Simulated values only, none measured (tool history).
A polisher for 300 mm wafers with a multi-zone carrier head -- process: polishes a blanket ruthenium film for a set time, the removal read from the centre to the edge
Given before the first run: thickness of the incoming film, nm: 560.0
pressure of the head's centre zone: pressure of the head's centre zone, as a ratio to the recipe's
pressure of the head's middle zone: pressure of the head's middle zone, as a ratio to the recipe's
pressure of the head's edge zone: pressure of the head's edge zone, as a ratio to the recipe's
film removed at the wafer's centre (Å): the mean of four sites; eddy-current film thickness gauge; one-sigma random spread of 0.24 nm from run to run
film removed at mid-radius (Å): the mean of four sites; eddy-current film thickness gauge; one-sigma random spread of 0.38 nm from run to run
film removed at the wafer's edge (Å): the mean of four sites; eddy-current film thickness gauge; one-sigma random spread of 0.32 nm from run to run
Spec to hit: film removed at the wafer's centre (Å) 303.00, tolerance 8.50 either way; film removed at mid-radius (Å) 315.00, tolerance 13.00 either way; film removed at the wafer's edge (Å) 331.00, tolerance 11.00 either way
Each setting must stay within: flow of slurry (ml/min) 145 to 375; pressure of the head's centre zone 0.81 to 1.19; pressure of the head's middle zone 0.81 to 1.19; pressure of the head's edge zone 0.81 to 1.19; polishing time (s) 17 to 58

| run | day | flow of slurry (ml/min) | pressure of the head's centre zone | pressure of the head's middle zone | pressure of the head's edge zone | polishing time (s) | film removed at the wafer's centre (Å) | film removed at mid-radius (Å) | film removed at the wafer's edge (Å) |
|---|---|---|---|---|---|---|---|---|---|
| 1 | 0.000 | 240 | 1.00 | 1.00 | 1.00 | 37 | 589.19 | 560.97 | 552.31 |
| 2 | 0.067 | 240 | 1.00 | 1.00 | 1.00 | 41 | 656.93 | 619.36 | 619.25 |
| 3 | 0.375 | 240 | 1.00 | 1.00 | 1.04 | 41 | 654.93 | 625.97 | 619.13 |
| 4 | 0.742 | 235 | 0.98 | 0.99 | 1.04 | 37 | 580.00 | 556.48 | 572.95 |
| 5 | 0.904 | 235 | 0.98 | 1.07 | 1.04 | 37 | 578.90 | 587.93 | 573.76 |
| 6 | 0.942 | 235 | 0.98 | 1.07 | 1.04 | 28 | 435.22 | 445.69 | 427.99 |
|  | 0.988 | centre zone pressure recalibrated |
| 7 | 0.988 | 230 | 0.96 | 1.05 | 1.03 | 27 | 388.48 | 421.55 | 417.54 |
| 8 | 1.317 | 235 | 0.96 | 1.03 | 1.01 | 26 | 378.44 | 406.99 | 392.29 |
| 9 | 1.621 | 230 | 0.96 | 1.00 | 1.00 | 26 | 380.42 | 392.43 | 382.24 |
| 10 | 1.746 | 220 | 0.94 | 0.97 | 0.99 | 26 | 369.49 | 372.17 | 388.03 |

Which one of the following 5 next-run settings gets every result inside its allowed miss? There is exactly one.
| A | 1.871 | 265 | 0.84 | 1.05 | 0.81 | 22 | ? | ? | ? |
| B | 1.871 | 225 | 0.93 | 1.00 | 1.03 | 28 | ? | ? | ? |
| C | 1.871 | 240 | 0.95 | 0.99 | 1.09 | 21 | ? | ? | ? |
| D | 1.871 | 375 | 0.95 | 1.19 | 1.12 | 19 | ? | ? | ? |
| E | 1.871 | 260 | 0.87 | 1.08 | 0.97 | 21 | ? | ? | ? |

| move | film removed at the wafer's centre (Å) | film removed at mid-radius (Å) | film removed at the wafer's edge (Å) |
|---|---|---|---|
| A | 291.55 | 355.04 | 306.62 |
| B | 394.92 | 425.21 | 430.26 |
| C | 304.04 | 318.61 | 333.88 |
| D | 288.76 | 352.06 | 315.56 |
| E | 285.79 | 346.30 | 317.11 |
A: moves the result that the last run missed by most past its target, out the other side
B: its largest miss is bigger than the last run's
C: every result lands within tolerance
D: moves the result that the last run missed by most past its target, out the other side
E: moves the result that the last run missed by most past its target, out the other side
The right move is C.

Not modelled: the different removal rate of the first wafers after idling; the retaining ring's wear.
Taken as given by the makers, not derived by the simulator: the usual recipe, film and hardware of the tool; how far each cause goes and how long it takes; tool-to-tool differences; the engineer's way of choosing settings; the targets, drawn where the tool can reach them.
